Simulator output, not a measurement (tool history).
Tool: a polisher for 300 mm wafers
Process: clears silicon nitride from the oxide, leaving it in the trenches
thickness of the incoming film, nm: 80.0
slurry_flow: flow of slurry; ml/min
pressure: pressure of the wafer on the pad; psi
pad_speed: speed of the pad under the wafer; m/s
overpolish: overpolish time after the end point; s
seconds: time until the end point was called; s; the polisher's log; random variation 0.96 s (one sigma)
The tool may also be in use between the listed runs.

run	hour	slurry_flow	pressure	pad_speed	overpolish	seconds
1	0	120	2.6	1.24	8	68.326
2	2.2	120	2.8	1.26	8	63.6
3	5.2	120	2.3	1.26	8	77.251
4	8.4	120	2.6	1.28	8	68.138
5	9.4	120	2.6	1.28	7	67.571
6	12	120	2.6	1.28	8	67.006
7	15.6	120	2.8	1.3	8	62.41

Forecast run 8:
8	24.3	120	3	1.32	8	?

Run 8 gave seconds 58.753 s.
